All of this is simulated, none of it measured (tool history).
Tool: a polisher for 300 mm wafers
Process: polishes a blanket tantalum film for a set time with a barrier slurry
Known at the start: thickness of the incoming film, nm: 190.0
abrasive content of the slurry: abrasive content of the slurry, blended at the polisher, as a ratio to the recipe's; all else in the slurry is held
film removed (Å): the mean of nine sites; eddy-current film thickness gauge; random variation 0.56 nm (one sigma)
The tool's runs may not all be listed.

run    day  flow of slurry (ml/min)  pressure of the wafer on the pad (kPa)  speed of the pad under the wafer (cm/s)  abrasive content of the slurry  polishing time (s)  film removed (Å)
  1  0.000                      150                                    13.1                                       84                             1.0                  67            780.30
  2  0.196                      170                                    13.1                                       84                             1.0                  67            778.88
  3  0.292                      170                                    13.1                                       72                             1.0                  67            660.23
  4  0.483                      170                                    13.1                                       56                             1.0                  67            513.71
  5  0.738                      190                                    13.1                                       56                             1.0                  67            540.24
  6  0.979                      185                                    12.4                                       56                             1.0                  67            506.71

Run 7 comes next. What will it give?
  7  1.275                      185                                    11.7                                       56                             1.0                  67                 ?

film removed (Å): 490.00

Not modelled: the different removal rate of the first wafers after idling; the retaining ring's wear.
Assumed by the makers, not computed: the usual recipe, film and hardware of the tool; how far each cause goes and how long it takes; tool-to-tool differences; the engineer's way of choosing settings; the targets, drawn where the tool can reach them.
